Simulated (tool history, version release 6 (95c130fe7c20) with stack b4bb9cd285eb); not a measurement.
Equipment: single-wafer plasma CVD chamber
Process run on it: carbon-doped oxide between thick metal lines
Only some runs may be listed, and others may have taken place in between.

run    day  heater temperature setpoint (K)  chamber pressure (Pa)  RF power (W)  deposition time (s)  mean film thickness on the monitor wafer (nm)
  1  0.000                           648.15                    807           450                  296                                         1221.8
  2  0.296                           639.15                    807           450                  296                                         1248.7
  3  0.525                           638.15                    828           455                  296                                         1253.0
  4  0.783                           638.15                    833           465                  296                                         1266.3
  5  1.017                           638.15                    836           475                  296                                         1285.8
  6  1.196                           638.15                    695           475                  296                                         1242.9
  7  1.400                           638.15                    736           480                  296                                         1265.1
  8  1.683                           638.15                    772           485                  296                                         1283.9
  9  1.725                           638.15                    805           490                  296                                         1288.7
 10  1.925                           638.15                    831           495                  296                                         1298.5
 11  2.229                           638.15                    852           505                  296                                         1321.1
 12  2.600                           638.15                    875           510                  296                                         1315.6
 13  2.679                           637.15                    885           520                  296                                         1352.6
 14  2.842                           637.15                    904           525                  296                                         1342.1
 15  3.000                           637.15                    912           530                  296                                         1357.3

Run 16, settings as shown, results not yet in. Your forecast:
 16  3.312                           637.15                    924           535                  296                                              ?

mean film thickness on the monitor wafer (nm): 1367.8
